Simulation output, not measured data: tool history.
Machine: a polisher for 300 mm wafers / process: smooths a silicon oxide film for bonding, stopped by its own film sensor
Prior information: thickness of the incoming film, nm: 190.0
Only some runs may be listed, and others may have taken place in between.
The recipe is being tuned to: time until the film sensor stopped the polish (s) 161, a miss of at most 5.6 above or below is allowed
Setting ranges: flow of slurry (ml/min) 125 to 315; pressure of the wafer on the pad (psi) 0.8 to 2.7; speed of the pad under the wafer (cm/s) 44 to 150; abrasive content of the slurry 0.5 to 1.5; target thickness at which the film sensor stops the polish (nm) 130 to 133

| run | hour | flow of slurry (ml/min) | pressure of the wafer on the pad (psi) | speed of the pad under the wafer (cm/s) | abrasive content of the slurry | target thickness at which the film sensor stops the polish (nm) | time until the film sensor stopped the polish (s) |
|---|---|---|---|---|---|---|---|
| 1 | 0 | 205 | 1.7 | 96 | 1 | 133 | 88.32 |
| 2 | 2.3 | 205 | 1.7 | 80 | 1 | 133 | 100.28 |
| 3 | 10.5 | 205 | 1.7 | 80 | 0.85 | 133 | 107.88 |
| 4 | 17.7 | 205 | 1.7 | 80 | 0.65 | 133 | 118.36 |
| 5 | 18.8 | 205 | 1.7 | 98 | 0.65 | 133 | 102.25 |
| 6 | 25.1 | 205 | 1.7 | 98 | 0.55 | 133 | 110.16 |
| 7 | 31.8 | 205 | 1.6 | 98 | 0.55 | 133 | 116.28 |
| 8 | 40.6 | 205 | 1.5 | 98 | 0.55 | 133 | 122.41 |
| 9 | 41.5 | 205 | 1.4 | 98 | 0.55 | 133 | 129.66 |
| 10 | 47.6 | 205 | 1.3 | 98 | 0.55 | 133 | 134.33 |
| 11 | 52.8 | 205 | 1.2 | 98 | 0.55 | 133 | 143.65 |
| 12 | 57.4 | 200 | 1.1 | 98 | 0.55 | 133 | 154.88 |
| 13 | 59.6 | 190 | 1.1 | 98 | 0.55 | 133 | 155.35 |
| 14 | 61.6 | 185 | 1.1 | 98 | 0.55 | 133 | 153.94 |

Exercise: of the 5 proposed moves below, exactly one satisfies all targets within the stated allowed misses. Which move is it?
| A | 63.6 | 235 | 1.3 | 64 | 1 | 133 | ? |
| B | 63.6 | 190 | 1 | 100 | 0.55 | 133 | ? |
| C | 63.6 | 180 | 0.9 | 118 | 0.6 | 133 | ? |
| D | 63.6 | 200 | 1 | 86 | 0.95 | 133 | ? |
| E | 63.6 | 180 | 1 | 116 | 0.55 | 133 | ? |

| move | time until the film sensor stopped the polish (s) |
|---|---|
| A | 147.06 |
| B | 163.08 |
| C | 149.07 |
| D | 145.86 |
| E | 146.06 |
A: further off than the last run
B: every result within its allowed miss
C: further off than the last run
D: further off than the last run
E: further off than the last run
B is the move that brings every result within its allowed miss.
